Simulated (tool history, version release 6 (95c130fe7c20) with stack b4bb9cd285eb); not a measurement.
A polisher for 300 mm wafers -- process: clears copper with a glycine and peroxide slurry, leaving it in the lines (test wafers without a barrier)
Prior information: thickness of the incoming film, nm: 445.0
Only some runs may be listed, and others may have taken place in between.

run	day	flow of slurry (ml/min)	pressure of the wafer on the pad (kPa)	speed of the pad under the wafer (cm/s)	overpolish time after the end point (s)	time until the end point was called (s)	dishing of a wide line in a test structure (nm)
1	0	225	13.1	98	20	149.54	36.815
2	0.258	225	15.9	98	20	139.41	40.245
3	0.304	275	15.9	98	20	129.8	41.015
4	0.579	255	15.9	96	22	132.83	43.774
5	0.633	235	15.2	94	24	137.48	44.867
6	0.725	220	14.5	94	26	149.47	46.648
7	1.083	215	14.5	94	26	148.56	47.02
8	1.325	210	14.5	94	26	146.38	45.445

Run 9 has not been measured yet. What should we expect?
# day 1.579: worn pad replaced by a new one
9	1.579	205	14.5	94	27	?	?

For run 9 the tool returned time until the end point was called (s) 130.44, dishing of a wide line in a test structure (nm) 54.054.

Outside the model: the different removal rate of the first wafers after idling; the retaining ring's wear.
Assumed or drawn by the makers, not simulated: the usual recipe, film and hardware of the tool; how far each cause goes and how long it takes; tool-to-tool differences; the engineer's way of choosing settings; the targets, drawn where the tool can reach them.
